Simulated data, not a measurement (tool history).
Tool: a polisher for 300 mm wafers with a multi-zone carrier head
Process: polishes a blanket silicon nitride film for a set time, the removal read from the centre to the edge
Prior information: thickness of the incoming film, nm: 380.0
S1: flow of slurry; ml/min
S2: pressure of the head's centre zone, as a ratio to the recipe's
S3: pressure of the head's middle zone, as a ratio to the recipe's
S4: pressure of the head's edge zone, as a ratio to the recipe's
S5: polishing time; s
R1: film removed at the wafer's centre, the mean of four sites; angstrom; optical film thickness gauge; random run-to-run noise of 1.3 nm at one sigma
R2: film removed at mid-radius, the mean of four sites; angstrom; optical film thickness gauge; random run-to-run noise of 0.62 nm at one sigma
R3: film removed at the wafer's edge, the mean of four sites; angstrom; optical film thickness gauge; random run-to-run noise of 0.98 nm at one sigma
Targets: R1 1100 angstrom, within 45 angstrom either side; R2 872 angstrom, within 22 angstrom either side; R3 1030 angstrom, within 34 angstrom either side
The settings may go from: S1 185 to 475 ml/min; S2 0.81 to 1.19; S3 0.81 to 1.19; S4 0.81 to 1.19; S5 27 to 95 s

run	hour	S1	S2	S3	S4	S5	R1	R2	R3
1	0	305	1	1	1	61	855.03	851.74	844.29
2	3	345	1	1	1	61	881.26	847.12	854.13
3	6.6	345	1	1	1	70	1001.7	990.52	967.52
4	11.6	345	1.08	1	1	70	1085.9	1004.5	956.63
5	15.6	350	1.08	0.96	1.02	70	1070.6	957.91	973.64
6	23.9	355	1.09	0.93	1.03	70	1103.1	924.55	995.19
7	31.1	355	1.09	0.92	1.04	70	1104.2	929.58	1011.5
8	37.6	355	1.09	0.91	1.04	70	1086.6	920.06	994.31
9	39.3	355	1.09	0.89	1.05	70	1078.4	906.67	1001
10	46.4	360	1.1	0.88	1.06	70	1101.5	904.86	1013.7

Which of these 5 next moves meets every target?
A	53.5	370	1.05	0.93	1.01	71	?	?	?
B	53.5	280	1.14	0.98	1.09	72	?	?	?
C	53.5	380	1.1	0.84	1.12	69	?	?	?
D	53.5	355	1.09	0.9	1.07	70	?	?	?
E	53.5	385	1.09	0.9	1.04	70	?	?	?

move	R1	R2	R3
A	1079.5	956.66	1009.9
B	1153.9	981.45	1035.1
C	1101.4	863.32	1028.7
D	1100.6	916.67	1017.8
E	1108.9	922.98	1010.9
A: misses by more than the last run did
B: misses by more than the last run did
C: meets every target
D: misses by more than the last run did
E: misses by more than the last run did
Go with C: it meets all targets.
